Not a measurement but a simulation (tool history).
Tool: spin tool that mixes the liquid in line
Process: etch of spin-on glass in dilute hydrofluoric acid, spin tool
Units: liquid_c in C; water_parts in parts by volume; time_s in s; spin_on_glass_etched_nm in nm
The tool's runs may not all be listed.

run  hour  liquid_c  water_parts  time_s  spin_on_glass_etched_nm
  1     0        22           85      25                   9.1556
  2   0.7      23.5           75      25                   11.191
  3     7      23.5          105      25                    7.668
  4  12.3      23.5           85      25                   9.7719
  5  13.5        25           75      25                   11.757
  6  16.5        25          100      25                   8.6268
  7  19.4        26           90      25                   10.003

Forecast run 8:
  8  26.2        27           80      25                        ?

spin_on_glass_etched_nm: 11.931 nm
